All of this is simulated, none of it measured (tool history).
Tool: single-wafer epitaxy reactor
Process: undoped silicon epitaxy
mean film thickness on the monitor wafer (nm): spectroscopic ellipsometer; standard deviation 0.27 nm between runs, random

run  hour  wafer temperature setpoint (pyrometer-controlled) (°C)  deposition time (s)  mean film thickness on the monitor wafer (nm)
  1     0                                                     625                  410                                         49.958
  2   0.7                                                     625                  390                                         47.143
  3     2                                                     627                  390                                         49.397
  4   7.2                                                     627                  341                                         43.363
  5  14.5                                                     618                  341                                         35.277
  6    19                                                     621                  342                                         37.852
  7  23.8                                                     633                  350                                         50.835
  8  27.9                                                     634                  350                                         51.982
  9  34.4                                                     635                  350                                         53.378
     38.2  -- pyrometer calibrated
 10  38.2                                                     636                  350                                          48.26

Run 11, settings as shown, results not yet in. Your forecast:
 11  43.2                                                     648                  416                                              ?

mean film thickness on the monitor wafer (nm): 74.55
